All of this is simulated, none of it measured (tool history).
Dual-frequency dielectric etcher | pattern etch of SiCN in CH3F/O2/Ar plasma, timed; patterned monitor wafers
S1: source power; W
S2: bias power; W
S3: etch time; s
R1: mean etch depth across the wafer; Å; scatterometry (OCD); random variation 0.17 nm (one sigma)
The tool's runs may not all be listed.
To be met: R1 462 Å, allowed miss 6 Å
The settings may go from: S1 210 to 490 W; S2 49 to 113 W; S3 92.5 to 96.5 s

run 1 hour=0 | S1=350 S2=81 S3=92.5 | R1=380.28
run 2 hour=6.3 | S1=380 S2=84 S3=92.5 | R1=397.09
run 3 hour=9.6 | S1=380 S2=84 S3=96.5 | R1=414.73
run 4 hour=15.6 | S1=400 S2=85 S3=96.5 | R1=423.98
run 5 hour=21.8 | S1=400 S2=85 S3=96.5 | R1=422.57
run 6 hour=29.8 | S1=400 S2=79 S3=96.5 | R1=413.88
run 7 hour=37.9 | S1=420 S2=81 S3=96.5 | R1=421.63
run 8 hour=43.5 | S1=430 S2=83 S3=96.5 | R1=432.5
run 9 hour=51.6 | S1=440 S2=84 S3=96.5 | R1=441.21
run 10 hour=54.9 | S1=450 S2=84 S3=96.5 | R1=444.82
run 11 hour=59.1 | S1=460 S2=84 S3=96.5 | R1=447.23
run 12 hour=65.3 | S1=470 S2=84 S3=96.5 | R1=448.88

Which of these 5 next moves meets every target?
run A hour=71.5 | S1=480 S2=98 S3=93 | R1=?
run B hour=71.5 | S1=490 S2=86 S3=93.5 | R1=?
run C hour=71.5 | S1=430 S2=94 S3=96 | R1=?
run D hour=71.5 | S1=480 S2=82 S3=96.5 | R1=?
run E hour=71.5 | S1=440 S2=90 S3=96.5 | R1=?

move=A R1=461.15
move=B R1=445.27
move=C R1=449.55
move=D R1=448.13
move=E R1=448.53
A: meets every target
B: further off than the last run
C: nearer than the last run, and not there yet
D: further off than the last run
E: as far off as the last run
Move A is the one to make.

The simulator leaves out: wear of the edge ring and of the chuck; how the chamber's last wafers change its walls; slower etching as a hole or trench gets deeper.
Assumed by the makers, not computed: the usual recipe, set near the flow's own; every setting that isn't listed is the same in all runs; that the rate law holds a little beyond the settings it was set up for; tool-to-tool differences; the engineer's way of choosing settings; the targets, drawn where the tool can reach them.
